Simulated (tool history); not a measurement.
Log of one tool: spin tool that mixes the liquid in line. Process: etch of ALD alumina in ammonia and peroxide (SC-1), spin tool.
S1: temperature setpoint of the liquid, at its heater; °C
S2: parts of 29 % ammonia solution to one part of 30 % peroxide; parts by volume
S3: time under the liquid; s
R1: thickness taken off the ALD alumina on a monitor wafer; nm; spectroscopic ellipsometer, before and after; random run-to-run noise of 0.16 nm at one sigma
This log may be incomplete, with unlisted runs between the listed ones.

run,hour,S1,S2,S3,R1
1,0,56,0.55,315,39.705
2,6,56,0.75,315,40.84
3,8.3,61,0.75,315,52.957
4,16.1,59.5,0.75,315,48.532
5,18.4,59.5,0.65,315,48.228
6,27.3,58.5,0.65,315,45.385
7,33.6,58.5,0.65,315,45.971
8,34.6,57.5,0.65,315,43.522
9,42.2,57.5,0.65,315,43.226
10,49.2,56.5,0.65,315,41.294
11,53.8,56,0.65,315,40.172

The next listed run, before its measurement:
12,55.2,56,0.65,315,?

Logged for run 12: R1 40.29 nm.

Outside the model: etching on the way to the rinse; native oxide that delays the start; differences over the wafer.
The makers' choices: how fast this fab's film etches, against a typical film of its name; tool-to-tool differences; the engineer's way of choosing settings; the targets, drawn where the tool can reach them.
